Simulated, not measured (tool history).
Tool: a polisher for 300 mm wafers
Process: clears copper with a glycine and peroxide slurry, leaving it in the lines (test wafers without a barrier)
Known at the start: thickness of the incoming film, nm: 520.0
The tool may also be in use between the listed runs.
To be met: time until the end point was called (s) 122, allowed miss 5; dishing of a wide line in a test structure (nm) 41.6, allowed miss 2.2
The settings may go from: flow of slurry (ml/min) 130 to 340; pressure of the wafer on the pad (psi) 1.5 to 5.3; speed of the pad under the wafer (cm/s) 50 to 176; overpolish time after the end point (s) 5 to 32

| run | hour | flow of slurry (ml/min) | pressure of the wafer on the pad (psi) | speed of the pad under the wafer (cm/s) | overpolish time after the end point (s) | time until the end point was called (s) | dishing of a wide line in a test structure (nm) |
|---|---|---|---|---|---|---|---|
| 1 | 0 | 220 | 3.4 | 112 | 16 | 67.02 | 58.593 |
| 2 | 3.4 | 260 | 3.4 | 112 | 16 | 65.605 | 59.465 |
| 3 | 7.2 | 240 | 3.4 | 112 | 16 | 67.045 | 60.152 |
| 4 | 8.4 | 240 | 3.4 | 90 | 16 | 75.868 | 56.208 |
| 5 | 12.2 | 240 | 2.9 | 88 | 16 | 86.339 | 49.776 |
| 6 | 15.9 | 240 | 3.2 | 88 | 16 | 81.981 | 52.901 |
| 7 | 19.5 | 235 | 2.2 | 82 | 19 | 112.91 | 48.08 |
| 8 | 25.2 | 235 | 2.1 | 82 | 18 | 115.39 | 44.589 |
| 9 | 29.9 | 230 | 1.8 | 82 | 17 | 129.77 | 41.126 |
| 10 | 35.8 | 235 | 1.8 | 82 | 17 | 128.27 | 40.645 |

Which of these 5 next moves meets every target?
| A | 41.7 | 230 | 1.7 | 76 | 16 | ? | ? |
| B | 41.7 | 275 | 1.8 | 88 | 17 | ? | ? |
| C | 41.7 | 200 | 1.5 | 100 | 16 | ? | ? |
| D | 41.7 | 250 | 2.1 | 62 | 16 | ? | ? |
| E | 41.7 | 330 | 2.4 | 52 | 18 | ? | ? |

| move | time until the end point was called (s) | dishing of a wide line in a test structure (nm) |
|---|---|---|
| A | 138.32 | 36.636 |
| B | 120.89 | 42.304 |
| C | 129.82 | 38.096 |
| D | 134.03 | 37.77 |
| E | 131.22 | 42.299 |
A: further off than the last run
B: meets every target
C: further off than the last run
D: further off than the last run
E: further off than the last run
Answer: B
